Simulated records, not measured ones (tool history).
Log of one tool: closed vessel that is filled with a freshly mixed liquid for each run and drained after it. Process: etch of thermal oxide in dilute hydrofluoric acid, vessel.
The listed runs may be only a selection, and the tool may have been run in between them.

run  hour  temperature setpoint of the liquid (K)  parts of water to one part of 49 % hydrofluoric acid (parts by volume)  time in the liquid (s)  thickness taken off the thermal oxide on a monitor wafer (angstrom)
  1   0.0                                  293.15                                                                     245                    2805                                                               405.68
  2   7.0                                  290.15                                                                     245                    2805                                                               366.03
  3   9.7                                  292.65                                                                     245                    2805                                                               398.64
  4  18.1                                  291.65                                                                     265                    2805                                                               350.34
  5  21.0                                  291.65                                                                     265                    3010                                                               370.58
  6  25.7                                  290.15                                                                     265                    3010                                                               353.80
  7  31.2                                  290.15                                                                     280                    3010                                                               329.07
  8  33.5                                  290.15                                                                     295                    3010                                                               310.40

Run 9 is up next; what results do you expect?
  9  37.5                                  290.15                                                                     295                    3010                                                                    ?

{"run 9": {"thickness taken off the thermal oxide on a monitor wafer (angstrom)": 309.55}}
